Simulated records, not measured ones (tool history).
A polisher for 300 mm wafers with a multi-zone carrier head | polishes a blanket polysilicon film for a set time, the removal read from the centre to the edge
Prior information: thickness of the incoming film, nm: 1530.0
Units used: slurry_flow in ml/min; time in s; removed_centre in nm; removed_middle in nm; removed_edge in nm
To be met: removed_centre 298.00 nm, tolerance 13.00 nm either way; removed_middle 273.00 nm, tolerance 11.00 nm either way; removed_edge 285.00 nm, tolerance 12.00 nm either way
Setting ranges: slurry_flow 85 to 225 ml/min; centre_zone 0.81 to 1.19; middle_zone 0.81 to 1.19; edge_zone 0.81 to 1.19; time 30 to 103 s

run  hour  slurry_flow  centre_zone  middle_zone  edge_zone  time  removed_centre  removed_middle  removed_edge
  1   0.0          145         1.00         1.00       1.00    66          378.86          389.98        394.17
  2   5.8          140         1.01         0.98       0.97    62          356.77          355.17        360.22
  3  11.1          135         1.01         0.96       0.94    60          352.67          332.60        334.12
  4  12.8          135         1.06         0.96       0.94    60          366.38          341.43        328.97
  5  20.6          135         1.06         0.96       0.86    60          366.79          335.12        314.84
  6  28.7          135         1.13         0.96       0.86    60          391.65          341.18        324.89
  7  32.0          130         1.09         0.94       0.87    59          362.67          318.03        318.08
  8  37.5          105         0.99         0.91       0.82    54          287.40          271.59        270.64

Consider the 5 candidate settings below. Which is the only one whose results all fall within their allowed miss of target?
  A  43.0          120         0.90         0.88       0.95    54               ?               ?             ?
  B  43.0          125         0.99         0.97       0.81    49               ?               ?             ?
  C  43.0          130         1.04         0.94       0.98    50               ?               ?             ?
  D  43.0          145         1.05         1.08       0.84    49               ?               ?             ?
  E  43.0          100         0.93         0.96       0.81    53               ?               ?             ?

move  removed_centre  removed_middle  removed_edge
   A          270.36          276.67        298.06
   B          271.92          271.81        253.08
   C          293.86          273.45        283.62
   D          298.70          303.84        262.80
   E          258.91          275.14        262.87
A: moves the result that the last run missed by most past its target, out the other side
B: further off than the last run
C: all results in spec
D: further off than the last run
E: further off than the last run
The right move is C.
